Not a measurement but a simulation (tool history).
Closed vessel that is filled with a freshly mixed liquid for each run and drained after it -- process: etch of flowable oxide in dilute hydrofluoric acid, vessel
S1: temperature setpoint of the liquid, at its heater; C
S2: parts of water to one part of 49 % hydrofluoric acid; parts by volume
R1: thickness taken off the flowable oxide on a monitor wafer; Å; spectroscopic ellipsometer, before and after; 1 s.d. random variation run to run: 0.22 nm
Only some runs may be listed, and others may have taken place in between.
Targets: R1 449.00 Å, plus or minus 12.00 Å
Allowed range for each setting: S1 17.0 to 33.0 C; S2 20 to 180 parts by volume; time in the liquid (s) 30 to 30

Run 1, day 0.000: S1 25.0 C, S2 100 parts by volume, time in the liquid (s) 30. Result: R1 176.72 Å.
Run 2, day 0.042: S1 25.0 C, S2 125 parts by volume, time in the liquid (s) 30. Result: R1 136.59 Å.
Run 3, day 0.417: S1 27.0 C, S2 105 parts by volume, time in the liquid (s) 30. Result: R1 181.09 Å.
Run 4, day 0.633: S1 29.0 C, S2 105 parts by volume, time in the liquid (s) 30. Result: R1 196.79 Å.
Run 5, day 0.812: S1 30.0 C, S2 105 parts by volume, time in the liquid (s) 30. Result: R1 201.47 Å.
Run 6, day 1.000: S1 30.0 C, S2 80 parts by volume, time in the liquid (s) 30. Result: R1 274.38 Å.
Run 7, day 1.288: S1 30.5 C, S2 70 parts by volume, time in the liquid (s) 30. Result: R1 325.69 Å.
Run 8, day 1.446: S1 31.0 C, S2 65 parts by volume, time in the liquid (s) 30. Result: R1 360.22 Å.
Run 9, day 1.488: S1 31.5 C, S2 60 parts by volume, time in the liquid (s) 30. Result: R1 398.88 Å.
Run 10, day 1.717: S1 32.0 C, S2 60 parts by volume, time in the liquid (s) 30. Result: R1 409.56 Å.

Which one of the following 4 next-run settings gets every result inside its allowed miss? There is exactly one.
Run A, day 1.946: S1 32.0 C, S2 55 parts by volume, time in the liquid (s) 30. Result: R1 ?.
Run B, day 1.946: S1 24.5 C, S2 45 parts by volume, time in the liquid (s) 30. Result: R1 ?.
Run C, day 1.946: S1 32.5 C, S2 60 parts by volume, time in the liquid (s) 30. Result: R1 ?.
Run D, day 1.946: S1 33.0 C, S2 60 parts by volume, time in the liquid (s) 30. Result: R1 ?.

move      R1
   A  450.39
   B  414.51
   C  417.47
   D  425.48
A: every result within its allowed miss
B: moves toward the targets from the last run without getting all of them in spec
C: moves toward the targets from the last run without getting all of them in spec
D: moves toward the targets from the last run without getting all of them in spec
Answer: A
